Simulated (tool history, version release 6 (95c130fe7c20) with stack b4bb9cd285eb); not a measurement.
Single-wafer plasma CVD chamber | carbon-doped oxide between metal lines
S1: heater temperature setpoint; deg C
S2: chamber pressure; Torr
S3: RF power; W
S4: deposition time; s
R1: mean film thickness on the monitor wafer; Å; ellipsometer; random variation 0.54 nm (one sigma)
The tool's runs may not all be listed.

run,day,S1,S2,S3,S4,R1
1,0,325,6.88,420,17.6,839.85
2,0.029,335,6.88,420,17.6,831.84
3,0.05,335,6.88,420,17.6,821.08
4,0.104,334,6.93,430,17.6,841.41
5,0.183,334,6.96,440,17.6,857.41
6,0.517,334,6.96,460,17.6,902.09
7,0.821,334,6.99,465,17.6,899.23
8,1.154,334,7.01,470,17.6,913.46
9,1.529,334,7.04,475,17.6,925.59
10,1.679,334,7.08,480,17.6,929.21
11,1.779,334,7.1,485,17.6,937.29

Run 12 comes next. What will it give?
12,1.967,334,7.11,490,17.6,?

{"run 12": {"R1": 945.74}}

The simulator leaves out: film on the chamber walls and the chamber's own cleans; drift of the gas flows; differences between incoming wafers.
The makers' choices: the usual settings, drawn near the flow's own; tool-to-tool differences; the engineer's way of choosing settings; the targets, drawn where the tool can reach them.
